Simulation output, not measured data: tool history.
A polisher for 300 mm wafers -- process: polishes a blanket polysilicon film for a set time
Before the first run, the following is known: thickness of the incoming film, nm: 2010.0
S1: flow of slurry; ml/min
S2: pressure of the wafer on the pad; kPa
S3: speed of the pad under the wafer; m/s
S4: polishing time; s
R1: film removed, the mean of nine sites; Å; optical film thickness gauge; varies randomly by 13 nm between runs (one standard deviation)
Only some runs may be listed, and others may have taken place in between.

run    day   S1    S2    S3  S4       R1
  1  0.000  245  17.2  1.30  93   7408.2
  2  0.238  245  17.2  1.30  93   7505.6
  3  0.450  245  17.9  1.30  93   7753.5
  4  0.533  245  18.6  1.30  93   8246.2
  5  0.608  245  19.3  1.30  93   8438.6
  6  0.912  245  20.0  1.30  93   8690.0
  7  1.033  245  24.8  1.32  93  10670.0

Estimate the outcome of run 8 from the log above:
  8  1.096  245  24.8  1.32  93   ?

{"run 8": {"R1": 10683.0}}
